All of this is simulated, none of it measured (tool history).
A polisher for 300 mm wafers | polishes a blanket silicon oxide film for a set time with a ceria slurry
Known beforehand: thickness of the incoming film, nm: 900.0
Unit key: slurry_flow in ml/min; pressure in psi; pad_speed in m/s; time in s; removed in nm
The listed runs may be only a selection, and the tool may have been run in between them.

| run | hour | slurry_flow | pressure | pad_speed | time | removed |
|---|---|---|---|---|---|---|
| 1 | 0 | 185 | 3.6 | 1.06 | 47 | 270.32 |
| 2 | 4.9 | 185 | 3.6 | 1.06 | 49 | 283.64 |
| 3 | 12.1 | 185 | 3.6 | 1.06 | 49 | 283.33 |
| 4 | 14.3 | 195 | 3.7 | 1.06 | 49 | 290.43 |
| 5 | 15.7 | 195 | 3.9 | 1.06 | 49 | 296.09 |
| 6 | 20.2 | 165 | 3.9 | 1.06 | 49 | 295.42 |

Run 7 comes next. What will it give?
| 7 | 22 | 175 | 4.1 | 1.06 | 49 | ? |

{"run 7": {"removed": 303}}
